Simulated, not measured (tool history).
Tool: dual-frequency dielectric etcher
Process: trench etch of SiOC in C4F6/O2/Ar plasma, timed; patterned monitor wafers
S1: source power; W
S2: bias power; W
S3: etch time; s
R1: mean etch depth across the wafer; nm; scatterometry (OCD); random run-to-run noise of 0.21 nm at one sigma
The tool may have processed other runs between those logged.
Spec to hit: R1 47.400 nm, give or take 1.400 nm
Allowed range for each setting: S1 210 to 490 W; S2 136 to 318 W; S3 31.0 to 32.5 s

| run | hour | S1 | S2 | S3 | R1 |
|---|---|---|---|---|---|
| 1 | 0.0 | 350 | 227 | 31.0 | 57.556 |
| 2 | 9.0 | 350 | 227 | 32.5 | 60.720 |
| 3 | 14.9 | 310 | 227 | 32.5 | 56.944 |
| 4 | 18.1 | 300 | 225 | 32.5 | 55.845 |
| 5 | 21.3 | 280 | 225 | 32.5 | 54.195 |
| 6 | 28.7 | 280 | 225 | 31.0 | 51.932 |
| 7 | 32.2 | 270 | 224 | 31.0 | 50.727 |
| 8 | 36.6 | 270 | 223 | 31.0 | 50.562 |
| 9 | 39.9 | 270 | 222 | 31.0 | 50.089 |
| 10 | 43.5 | 270 | 221 | 31.0 | 50.544 |
| 11 | 52.1 | 270 | 221 | 31.0 | 50.662 |
| 12 | 59.2 | 270 | 220 | 31.0 | 50.803 |
| 13 | 59.8 | 270 | 219 | 31.0 | 50.429 |
| 14 | 67.1 | 270 | 218 | 31.0 | 50.667 |
| 15 | 73.3 | 220 | 204 | 31.0 | 44.110 |
| 16 | 77.2 | 260 | 208 | 31.0 | 49.062 |

Which single option among these 4 for the next run brings every result within its allowed miss of target? Just one does.
| A | 81.1 | 240 | 139 | 31.0 | ? |
| B | 81.1 | 220 | 199 | 31.5 | ? |
| C | 81.1 | 270 | 196 | 32.5 | ? |
| D | 81.1 | 230 | 187 | 32.5 | ? |

| move | R1 |
|---|---|
| A | 43.792 |
| B | 45.020 |
| C | 51.794 |
| D | 47.087 |
A: moves the result that the last run missed by most past its target, out the other side
B: moves the result that the last run missed by most past its target, out the other side
C: further off than the last run
D: meets every target
The right move is D.
